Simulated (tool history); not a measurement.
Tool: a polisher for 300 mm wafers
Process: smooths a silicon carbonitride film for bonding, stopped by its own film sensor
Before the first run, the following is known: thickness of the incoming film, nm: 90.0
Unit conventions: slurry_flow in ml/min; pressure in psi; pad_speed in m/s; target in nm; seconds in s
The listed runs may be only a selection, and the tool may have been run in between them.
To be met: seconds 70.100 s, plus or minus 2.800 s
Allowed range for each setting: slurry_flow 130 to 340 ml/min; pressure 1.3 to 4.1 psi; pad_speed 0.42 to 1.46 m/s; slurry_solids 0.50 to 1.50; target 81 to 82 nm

Run 1, hour 0.0: slurry_flow 220 ml/min, pressure 2.7 psi, pad_speed 0.94 m/s, slurry_solids 1.00, target 81 nm. Result: seconds 30.952 s.
Run 2, hour 1.2: slurry_flow 220 ml/min, pressure 2.7 psi, pad_speed 1.16 m/s, slurry_solids 1.00, target 81 nm. Result: seconds 25.564 s.
Run 3, hour 6.4: slurry_flow 220 ml/min, pressure 2.7 psi, pad_speed 1.16 m/s, slurry_solids 1.20, target 81 nm. Result: seconds 24.233 s.
Run 4, hour 12.2: slurry_flow 255 ml/min, pressure 2.7 psi, pad_speed 1.16 m/s, slurry_solids 1.20, target 81 nm. Result: seconds 23.483 s.
Run 5, hour 18.6: slurry_flow 250 ml/min, pressure 2.4 psi, pad_speed 1.02 m/s, slurry_solids 1.15, target 81 nm. Result: seconds 29.753 s.
Run 6, hour 21.5: slurry_flow 250 ml/min, pressure 2.4 psi, pad_speed 0.84 m/s, slurry_solids 1.15, target 81 nm. Result: seconds 33.982 s.
Run 7, hour 29.8: slurry_flow 245 ml/min, pressure 2.1 psi, pad_speed 0.74 m/s, slurry_solids 1.15, target 81 nm. Result: seconds 44.084 s.
Run 8, hour 30.8: slurry_flow 230 ml/min, pressure 1.9 psi, pad_speed 0.74 m/s, slurry_solids 1.15, target 81 nm. Result: seconds 48.214 s.
Run 9, hour 37.6: slurry_flow 220 ml/min, pressure 1.3 psi, pad_speed 0.56 m/s, slurry_solids 1.15, target 81 nm. Result: seconds 86.170 s.
Run 10, hour 45.4: slurry_flow 235 ml/min, pressure 1.4 psi, pad_speed 0.56 m/s, slurry_solids 1.15, target 81 nm. Result: seconds 79.899 s.
Run 11, hour 51.1: slurry_flow 240 ml/min, pressure 1.5 psi, pad_speed 0.56 m/s, slurry_solids 1.15, target 81 nm. Result: seconds 74.998 s.

Of the 5 settings listed for the next run, only one would bring every result within its allowed miss of target. Which one?
Run A, hour 56.8: slurry_flow 255 ml/min, pressure 1.4 psi, pad_speed 0.52 m/s, slurry_solids 1.35, target 82 nm. Result: seconds ?.
Run B, hour 56.8: slurry_flow 245 ml/min, pressure 1.5 psi, pad_speed 0.44 m/s, slurry_solids 1.15, target 82 nm. Result: seconds ?.
Run C, hour 56.8: slurry_flow 245 ml/min, pressure 1.4 psi, pad_speed 0.56 m/s, slurry_solids 0.85, target 82 nm. Result: seconds ?.
Run D, hour 56.8: slurry_flow 225 ml/min, pressure 1.5 psi, pad_speed 0.58 m/s, slurry_solids 1.20, target 82 nm. Result: seconds ?.
Run E, hour 56.8: slurry_flow 245 ml/min, pressure 1.6 psi, pad_speed 0.48 m/s, slurry_solids 1.45, target 82 nm. Result: seconds ?.

move  seconds
   A   71.013
   B   82.162
   C   85.606
   D   65.192
   E   65.070
A: hits every target within its allowed miss
B: lands further from the targets than the last run did
C: lands further from the targets than the last run did
D: pushes the last run's worst result past its target
E: pushes the last run's worst result past its target
A is the move that brings every result within its allowed miss.
